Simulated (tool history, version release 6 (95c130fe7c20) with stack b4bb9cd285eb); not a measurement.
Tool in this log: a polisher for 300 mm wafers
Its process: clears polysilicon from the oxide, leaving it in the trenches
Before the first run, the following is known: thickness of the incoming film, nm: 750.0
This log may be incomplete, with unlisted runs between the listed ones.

run	hour	flow of slurry (ml/min)	pressure of the wafer on the pad (kPa)	speed of the pad under the wafer (cm/s)	overpolish time after the end point (s)	time until the end point was called (s)	dishing of a wide line in a test structure (Å)
1	0.0	145	11.7	114	29	67.138	290.31
2	6.9	145	10.3	104	29	82.704	282.67
3	10.5	145	8.3	104	29	99.734	290.91
4	12.0	145	8.3	104	34	102.360	295.84
5	20.0	145	8.3	104	23	102.760	290.65
6	23.4	145	8.3	114	23	92.995	294.09

Run 7 comes next. What will it give?
7	31.5	115	5.5	82	24	?	?

time until the end point was called (s): 199.090
dishing of a wide line in a test structure (Å): 270.96
